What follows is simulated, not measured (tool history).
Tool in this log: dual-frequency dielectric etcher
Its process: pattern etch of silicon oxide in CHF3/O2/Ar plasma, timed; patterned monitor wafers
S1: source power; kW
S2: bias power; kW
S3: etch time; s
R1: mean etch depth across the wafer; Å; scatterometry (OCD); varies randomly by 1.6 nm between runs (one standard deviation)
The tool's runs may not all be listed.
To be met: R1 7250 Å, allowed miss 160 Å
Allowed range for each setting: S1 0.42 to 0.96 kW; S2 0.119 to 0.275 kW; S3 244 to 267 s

run  hour    S1     S2     S3      R1
  1     0  0.69  0.197    267  6307.2
  2   3.6  0.69  0.197    267  6335.2
  3   9.5  0.69  0.197    244  5794.3
  4  15.9  0.62  0.197    244  5582.1
  5  24.6  0.71  0.197    244  5823.4
  6  32.4  0.74  0.209    246  6079.6
  7  38.5  0.77  0.218  248.5  6352.5
  8  45.9   0.8  0.223  249.5  6521.8
  9  49.6  0.82  0.227    250  6657.8
 10    58  0.84   0.23  250.5  6736.6
 11  64.8  0.86  0.233    251  6830.5
 12  66.1  0.87  0.235  251.5    6924
 13  72.4  0.88  0.236  251.5  6914.2

Of the 5 settings listed for the next run, only one would bring every result within its allowed miss of target. Which one?
  A  78.7  0.74  0.236  257.5   ?
  B  78.7   0.8  0.263  247.5   ?
  C  78.7  0.94  0.263    257   ?
  D  78.7  0.89  0.235  260.5   ?
  E  78.7  0.81  0.232  250.5   ?

move      R1
   A  6717.6
   B  6926.7
   C  7576.9
   D  7198.9
   E  6678.3
A: moves away from the targets compared with the last run
B: no better and no worse than the last run
C: the result that was furthest off in the last run now lies on the other side of its target
D: meets every target
E: moves away from the targets compared with the last run
Answer: D
